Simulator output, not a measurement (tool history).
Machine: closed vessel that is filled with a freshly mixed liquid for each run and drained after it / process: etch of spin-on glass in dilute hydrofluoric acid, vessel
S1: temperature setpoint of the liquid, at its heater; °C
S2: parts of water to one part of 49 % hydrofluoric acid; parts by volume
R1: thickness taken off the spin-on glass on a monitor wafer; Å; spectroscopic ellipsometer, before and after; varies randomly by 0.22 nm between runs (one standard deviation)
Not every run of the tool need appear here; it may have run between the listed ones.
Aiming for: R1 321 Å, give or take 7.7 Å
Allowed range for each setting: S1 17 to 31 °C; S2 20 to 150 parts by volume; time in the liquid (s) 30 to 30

{"run": 1, "hour": 0.0, "S1": 23, "S2": 85, "time in the liquid (s)": 30, "R1": 204.22}
{"run": 2, "hour": 1.1, "S1": 25, "S2": 80, "time in the liquid (s)": 30, "R1": 235.1}
{"run": 3, "hour": 10.0, "S1": 25, "S2": 70, "time in the liquid (s)": 30, "R1": 275.02}
{"run": 4, "hour": 17.5, "S1": 25, "S2": 70, "time in the liquid (s)": 30, "R1": 272.82}
{"run": 5, "hour": 24.3, "S1": 26, "S2": 70, "time in the liquid (s)": 30, "R1": 287.8}
{"run": 6, "hour": 28.3, "S1": 26.5, "S2": 70, "time in the liquid (s)": 30, "R1": 289.32}
{"run": 7, "hour": 33.9, "S1": 27, "S2": 70, "time in the liquid (s)": 30, "R1": 295.2}
{"run": 8, "hour": 42.4, "S1": 27.5, "S2": 70, "time in the liquid (s)": 30, "R1": 305.18}
{"hour": 50.9, "done": "thermometer replaced"}
{"run": 9, "hour": 50.9, "S1": 28, "S2": 70, "time in the liquid (s)": 30, "R1": 284.27}
{"run": 10, "hour": 54.1, "S1": 28.5, "S2": 65, "time in the liquid (s)": 30, "R1": 307.63}

Pick the move, out of 5, that brings all results within their allowed miss; only one does.
{"run": "A", "hour": 57.3, "S1": 27.5, "S2": 65, "time in the liquid (s)": 30, "R1": "?"}
{"run": "B", "hour": 57.3, "S1": 29, "S2": 65, "time in the liquid (s)": 30, "R1": "?"}
{"run": "C", "hour": 57.3, "S1": 28.5, "S2": 60, "time in the liquid (s)": 30, "R1": "?"}
{"run": "D", "hour": 57.3, "S1": 23, "S2": 55, "time in the liquid (s)": 30, "R1": "?"}
{"run": "E", "hour": 57.3, "S1": 29.5, "S2": 70, "time in the liquid (s)": 30, "R1": "?"}

move=A R1=299.83
move=B R1=318.02
move=C R1=340.31
move=D R1=299.43
move=E R1=298.89
A: misses by more than the last run did
B: in spec on every target
C: takes the biggest miss from the last run beyond its target
D: misses by more than the last run did
E: misses by more than the last run did
The right move is B.

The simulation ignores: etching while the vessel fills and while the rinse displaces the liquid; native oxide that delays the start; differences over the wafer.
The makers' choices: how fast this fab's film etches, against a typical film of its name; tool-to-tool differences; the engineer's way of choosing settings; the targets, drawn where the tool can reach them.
